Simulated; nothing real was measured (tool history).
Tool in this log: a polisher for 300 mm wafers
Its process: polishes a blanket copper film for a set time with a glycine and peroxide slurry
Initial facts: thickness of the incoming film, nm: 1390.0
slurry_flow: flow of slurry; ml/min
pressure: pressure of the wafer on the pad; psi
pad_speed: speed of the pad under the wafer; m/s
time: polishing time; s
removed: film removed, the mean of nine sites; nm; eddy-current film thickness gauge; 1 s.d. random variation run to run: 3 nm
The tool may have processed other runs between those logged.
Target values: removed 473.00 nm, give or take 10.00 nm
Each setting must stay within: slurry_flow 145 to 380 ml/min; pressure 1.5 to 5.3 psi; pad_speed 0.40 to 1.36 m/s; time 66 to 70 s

run,day,slurry_flow,pressure,pad_speed,time,removed
1,0.000,245,3.4,0.88,66,375.11
2,0.208,245,3.4,0.88,66,376.26
3,0.508,255,3.6,0.88,66,390.13
4,0.746,255,3.8,0.88,66,403.45
5,0.888,255,3.8,0.88,66,409.90
6,1.150,300,3.8,0.88,66,415.66
7,1.242,305,4.0,0.88,66,429.43
8,1.329,305,4.1,0.88,66,439.57
9,1.500,305,4.2,0.88,66,445.99
10,1.817,305,4.3,0.88,66,449.29
11,2.092,310,4.4,0.88,66,459.83

Of the 5 settings listed for the next run, only one would bring every result within its allowed miss of target. Which one?
A,2.367,335,4.5,0.82,66,?
B,2.367,330,4.0,0.86,68,?
C,2.367,320,4.3,0.90,67,?
D,2.367,305,4.8,0.72,68,?
E,2.367,300,4.5,0.94,66,?

move,removed
A,453.09
B,439.39
C,468.49
D,450.67
E,488.05
A: misses by more than the last run did
B: misses by more than the last run did
C: hits every target within its allowed miss
D: misses by more than the last run did
E: takes the biggest miss from the last run beyond its target
The move that meets every target is C.
